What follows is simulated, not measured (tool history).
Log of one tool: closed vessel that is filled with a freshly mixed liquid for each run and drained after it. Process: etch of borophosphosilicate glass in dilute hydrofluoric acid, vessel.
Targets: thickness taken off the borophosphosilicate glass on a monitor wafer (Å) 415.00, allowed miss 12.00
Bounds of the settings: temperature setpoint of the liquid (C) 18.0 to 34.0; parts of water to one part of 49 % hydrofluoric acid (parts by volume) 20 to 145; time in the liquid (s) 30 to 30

run	hour	temperature setpoint of the liquid (C)	parts of water to one part of 49 % hydrofluoric acid (parts by volume)	time in the liquid (s)	thickness taken off the borophosphosilicate glass on a monitor wafer (Å)
1	0.0	26.0	80	30	165.60
2	7.7	26.0	80	30	167.33
3	9.5	26.0	105	30	123.18
4	14.0	27.5	90	30	155.29
5	18.5	28.5	80	30	184.09
6	19.4	30.5	80	30	197.25
7	25.2	31.0	70	30	233.72
8	34.1	31.5	65	30	260.34
9	38.8	32.0	60	30	289.32
10	45.4	34.0	35	30	559.88
11	47.1	33.0	35	30	535.95
12	51.8	31.5	35	30	502.72
13	56.7	30.5	35	30	484.80
14	60.7	30.0	35	30	477.03

Which of these 4 next moves meets every target?
A	64.7	31.0	40	30	?
B	64.7	30.0	40	30	?
C	64.7	31.5	40	30	?
D	64.7	32.0	45	30	?

move	thickness taken off the borophosphosilicate glass on a monitor wafer (Å)
A	431.09
B	414.41
C	439.64
D	395.26
A: nearer than the last run, and not there yet
B: meets every target
C: nearer than the last run, and not there yet
D: takes the result that was furthest off past its target
Answer: B
